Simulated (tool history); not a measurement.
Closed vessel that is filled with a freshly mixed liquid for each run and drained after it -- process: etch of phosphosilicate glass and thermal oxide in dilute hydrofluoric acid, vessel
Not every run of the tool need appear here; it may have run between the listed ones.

| run | hour | temperature setpoint of the liquid (C) | parts of water to one part of 49 % hydrofluoric acid (parts by volume) | time in the liquid (s) | thickness taken off the phosphosilicate glass on a monitor wafer (nm) | thickness taken off the thermal oxide on a monitor wafer (nm) |
|---|---|---|---|---|---|---|
| 1 | 0.0 | 24.0 | 245 | 60 | 13.5160 | 0.82133 |
| 2 | 7.2 | 23.0 | 255 | 60 | 12.5940 | 0.73499 |
| 3 | 12.1 | 23.0 | 320 | 60 | 9.3156 | 0.53990 |
| 4 | 14.4 | 23.0 | 320 | 70 | 10.8730 | 0.62470 |
| 5 | 21.8 | 21.5 | 320 | 70 | 10.4270 | 0.59334 |
|  | 26.2 | hydrofluoric acid flow meter replaced |
| 6 | 26.2 | 21.0 | 330 | 70 | 11.0000 | 0.62337 |
| 7 | 26.9 | 21.5 | 340 | 70 | 10.8030 | 0.61462 |
| 8 | 28.6 | 22.0 | 350 | 70 | 10.6330 | 0.60074 |
| 9 | 31.2 | 18.0 | 400 | 70 | 7.6214 | 0.45992 |

Run 10 is up next; what results do you expect?
| 10 | 38.7 | 20.5 | 425 | 70 | ? | ? |

{"run 10": {"thickness taken off the phosphosilicate glass on a monitor wafer (nm)": 7.7526, "thickness taken off the thermal oxide on a monitor wafer (nm)": 0.43571}}
